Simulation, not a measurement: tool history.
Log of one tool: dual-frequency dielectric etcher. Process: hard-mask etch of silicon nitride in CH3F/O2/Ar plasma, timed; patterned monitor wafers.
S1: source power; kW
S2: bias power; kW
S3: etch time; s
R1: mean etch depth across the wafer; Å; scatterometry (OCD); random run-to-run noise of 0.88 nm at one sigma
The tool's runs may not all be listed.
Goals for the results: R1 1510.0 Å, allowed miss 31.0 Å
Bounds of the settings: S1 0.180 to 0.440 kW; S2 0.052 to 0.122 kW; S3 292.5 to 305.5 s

run  hour     S1     S2     S3      R1
  1   0.0  0.310  0.087  292.5  2127.4
  2   6.1  0.310  0.087  292.5  2146.5
  3   7.5  0.280  0.080  292.5  1947.1
  4  13.0  0.260  0.077  292.5  1848.0
  5  15.2  0.240  0.074  292.5  1733.2
  6  21.0  0.230  0.073  292.5  1695.8
  7  28.5  0.220  0.072  292.5  1645.7
  8  34.1  0.180  0.065  292.5  1387.5
  9  41.9  0.190  0.065  292.5  1429.4
 10  49.7  0.200  0.065  292.5  1475.2

Consider the 4 candidate settings below. Which is the only one whose results all fall within their allowed miss of target?
  A  57.5  0.280  0.053  292.5   ?
  B  57.5  0.200  0.061  297.0   ?
  C  57.5  0.180  0.068  298.0   ?
  D  57.5  0.220  0.056  305.5   ?

move      R1
   A  1494.9
   B  1427.4
   C  1462.4
   D  1449.1
A: every result lands within tolerance
B: further off than the last run
C: further off than the last run
D: further off than the last run
Answer: A
